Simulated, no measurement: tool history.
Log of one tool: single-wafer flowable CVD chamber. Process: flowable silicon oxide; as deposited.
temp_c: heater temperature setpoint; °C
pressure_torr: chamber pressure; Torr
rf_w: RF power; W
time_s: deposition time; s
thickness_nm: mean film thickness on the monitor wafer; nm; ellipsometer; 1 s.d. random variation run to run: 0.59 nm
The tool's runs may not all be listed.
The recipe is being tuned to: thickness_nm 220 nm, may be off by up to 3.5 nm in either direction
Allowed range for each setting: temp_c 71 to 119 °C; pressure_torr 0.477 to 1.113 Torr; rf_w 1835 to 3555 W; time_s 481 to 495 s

| run | hour | temp_c | pressure_torr | rf_w | time_s | thickness_nm |
|---|---|---|---|---|---|---|
| 1 | 0 | 95 | 0.795 | 2695 | 481 | 374.84 |
| 2 | 8.2 | 99 | 0.795 | 2695 | 481 | 323.3 |
| 3 | 14 | 102 | 0.795 | 2695 | 481 | 287.95 |
| 4 | 22.1 | 98 | 0.795 | 2695 | 481 | 336 |
| 5 | 29.4 | 98 | 0.719 | 2695 | 481 | 305.04 |
| 6 | 34.1 | 98 | 0.662 | 2695 | 481 | 281.12 |
| 7 | 39.8 | 107 | 0.661 | 2695 | 481 | 199.88 |
| 8 | 44.2 | 106 | 0.661 | 2695 | 481 | 206.78 |
| 9 | 51.8 | 105 | 0.661 | 2695 | 481 | 214.41 |

Which of these 5 next moves meets every target?
| A | 59.4 | 105 | 0.649 | 2655 | 482 | ? |
| B | 59.4 | 110 | 0.773 | 2680 | 482 | ? |
| C | 59.4 | 106 | 0.676 | 2465 | 489 | ? |
| D | 59.4 | 105 | 0.663 | 3050 | 490 | ? |
| E | 59.4 | 104 | 0.655 | 2990 | 494 | ? |

| move | thickness_nm |
|---|---|
| A | 211.43 |
| B | 208.4 |
| C | 213.53 |
| D | 221.5 |
| E | 228.9 |
A: moves away from the targets compared with the last run
B: moves away from the targets compared with the last run
C: moves away from the targets compared with the last run
D: each result inside its tolerance
E: the result that was furthest off in the last run now lies on the other side of its target
Move D is the one to make.

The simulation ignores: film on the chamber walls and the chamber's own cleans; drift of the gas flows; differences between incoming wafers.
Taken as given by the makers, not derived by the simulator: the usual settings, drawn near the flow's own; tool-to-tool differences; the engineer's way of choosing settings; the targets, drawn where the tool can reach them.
